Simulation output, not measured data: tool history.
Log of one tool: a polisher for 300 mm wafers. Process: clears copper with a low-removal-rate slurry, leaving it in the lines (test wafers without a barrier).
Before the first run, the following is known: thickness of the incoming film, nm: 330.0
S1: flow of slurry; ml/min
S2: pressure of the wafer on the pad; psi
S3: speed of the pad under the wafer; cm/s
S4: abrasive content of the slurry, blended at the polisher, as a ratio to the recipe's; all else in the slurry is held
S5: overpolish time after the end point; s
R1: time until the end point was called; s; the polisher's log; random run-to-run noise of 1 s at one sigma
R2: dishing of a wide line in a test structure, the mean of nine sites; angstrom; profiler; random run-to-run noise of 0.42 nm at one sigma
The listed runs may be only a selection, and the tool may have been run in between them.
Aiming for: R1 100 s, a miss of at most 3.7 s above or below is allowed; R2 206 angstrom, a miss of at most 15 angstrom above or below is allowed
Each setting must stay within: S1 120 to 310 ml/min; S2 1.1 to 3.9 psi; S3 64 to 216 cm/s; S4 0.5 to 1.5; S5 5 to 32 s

| run | hour | S1 | S2 | S3 | S4 | S5 | R1 | R2 |
|---|---|---|---|---|---|---|---|---|
| 1 | 0 | 200 | 2.5 | 140 | 1 | 16 | 92.008 | 343.43 |
| 2 | 2.3 | 200 | 2.5 | 126 | 1 | 16 | 101.39 | 305.18 |
| 3 | 7.4 | 240 | 2.5 | 126 | 1 | 16 | 97.815 | 312.65 |
| 4 | 10.4 | 240 | 1.9 | 126 | 1 | 16 | 128.95 | 233.8 |
| 5 | 15.1 | 245 | 2 | 126 | 1 | 15 | 123.7 | 253.82 |
| 6 | 15.8 | 240 | 2.1 | 126 | 1 | 13 | 114.99 | 225 |
| 7 | 20.4 | 245 | 2.1 | 126 | 1 | 12 | 118.55 | 206.63 |
| 8 | 21.1 | 245 | 2.2 | 126 | 1 | 12 | 110.84 | 215.6 |
| 9 | 25.3 | 255 | 2.3 | 126 | 1 | 11 | 105.04 | 207.87 |
| 10 | 34.1 | 260 | 2.3 | 126 | 1 | 11 | 106.6 | 212.77 |

Which single option among these 4 for the next run brings every result within its allowed miss of target? Just one does.
| A | 42.9 | 195 | 2.2 | 142 | 1.15 | 10 | ? | ? |
| B | 42.9 | 250 | 2.5 | 126 | 1.45 | 9 | ? | ? |
| C | 42.9 | 255 | 2.6 | 130 | 1 | 11 | ? | ? |
| D | 42.9 | 300 | 1.9 | 170 | 0.65 | 13 | ? | ? |

| move | R1 | R2 |
|---|---|---|
| A | 101.27 | 199.91 |
| B | 92.736 | 197.66 |
| C | 91.949 | 239.03 |
| D | 100.09 | 253.33 |
A: in spec on every target
B: takes the biggest miss from the last run beyond its target
C: takes the biggest miss from the last run beyond its target
D: the furthest-off result lands on target, but another misses its tolerance
Move A is the one to make.
